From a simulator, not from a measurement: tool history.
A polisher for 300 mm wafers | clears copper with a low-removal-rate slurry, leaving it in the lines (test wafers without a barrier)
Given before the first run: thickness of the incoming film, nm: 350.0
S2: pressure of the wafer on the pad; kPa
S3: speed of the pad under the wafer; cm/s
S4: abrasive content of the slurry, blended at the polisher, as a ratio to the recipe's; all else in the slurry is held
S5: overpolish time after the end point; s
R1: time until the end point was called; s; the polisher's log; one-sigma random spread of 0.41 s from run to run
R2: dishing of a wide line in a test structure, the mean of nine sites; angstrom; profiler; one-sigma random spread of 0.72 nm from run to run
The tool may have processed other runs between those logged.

run 1 day=0 | flow_of_slurry_(ml/min)=205 S2=20 S3=134 S4=1 S5=13 | R1=73.597 R2=324.83
run 2 day=0.267 | flow_of_slurry_(ml/min)=205 S2=24.1 S3=134 S4=1 S5=13 | R1=61.887 R2=368.81
run 3 day=0.504 | flow_of_slurry_(ml/min)=210 S2=25.5 S3=134 S4=1 S5=13 | R1=57.677 R2=384.4
run 4 day=0.771 | flow_of_slurry_(ml/min)=215 S2=26.9 S3=134 S4=1 S5=13 | R1=55.133 R2=398.43
run 5 day=0.871 | flow_of_slurry_(ml/min)=215 S2=26.9 S3=134 S4=1 S5=15 | R1=55.218 R2=426.28
run 6 day=1.071 | flow_of_slurry_(ml/min)=215 S2=27.6 S3=136 S4=1 S5=15 | R1=52.916 R2=438.24

What will run 7 give?
run 7 day=1.404 | flow_of_slurry_(ml/min)=215 S2=28.3 S3=136 S4=1 S5=15 | R1=? R2=?

Run 7 produced R1 51.647 s, R2 448.53 angstrom.
